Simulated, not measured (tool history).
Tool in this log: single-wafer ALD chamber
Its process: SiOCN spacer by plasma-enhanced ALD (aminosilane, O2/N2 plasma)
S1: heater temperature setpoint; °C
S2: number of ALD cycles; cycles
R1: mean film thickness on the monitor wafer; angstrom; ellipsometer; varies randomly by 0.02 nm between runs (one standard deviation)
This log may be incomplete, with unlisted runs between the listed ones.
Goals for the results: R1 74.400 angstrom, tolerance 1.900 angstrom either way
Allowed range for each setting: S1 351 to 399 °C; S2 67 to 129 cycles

| run | hour | S1 | S2 | R1 |
|---|---|---|---|---|
| 1 | 0.0 | 375 | 98 | 61.358 |
| 2 | 6.8 | 375 | 101 | 63.115 |
| 3 | 14.1 | 375 | 95 | 59.235 |
| 4 | 19.4 | 375 | 98 | 61.385 |
| 5 | 27.3 | 365 | 98 | 61.230 |
| 6 | 35.4 | 365 | 101 | 63.378 |
| 7 | 39.6 | 365 | 103 | 64.558 |
| 8 | 44.8 | 365 | 105 | 65.595 |
| 9 | 48.8 | 365 | 107 | 66.872 |
| 10 | 56.9 | 365 | 109 | 68.417 |
| 11 | 64.3 | 365 | 110 | 69.042 |
| 12 | 69.0 | 365 | 111 | 69.411 |
| 13 | 77.3 | 365 | 112 | 69.897 |
| 14 | 85.2 | 365 | 113 | 70.820 |
| 15 | 87.0 | 365 | 114 | 71.335 |

Next run, 5 choices. One meets every target within its allowed miss, the rest don't. Which?
| A | 88.8 | 376 | 113 | ? |
| B | 88.8 | 351 | 119 | ? |
| C | 88.8 | 361 | 103 | ? |
| D | 88.8 | 367 | 108 | ? |
| E | 88.8 | 364 | 108 | ? |

| move | R1 |
|---|---|
| A | 70.911 |
| B | 74.676 |
| C | 64.636 |
| D | 67.773 |
| E | 67.773 |
A: lands further from the targets than the last run did
B: hits every target within its allowed miss
C: lands further from the targets than the last run did
D: lands further from the targets than the last run did
E: lands further from the targets than the last run did
Go with B: it meets all targets.

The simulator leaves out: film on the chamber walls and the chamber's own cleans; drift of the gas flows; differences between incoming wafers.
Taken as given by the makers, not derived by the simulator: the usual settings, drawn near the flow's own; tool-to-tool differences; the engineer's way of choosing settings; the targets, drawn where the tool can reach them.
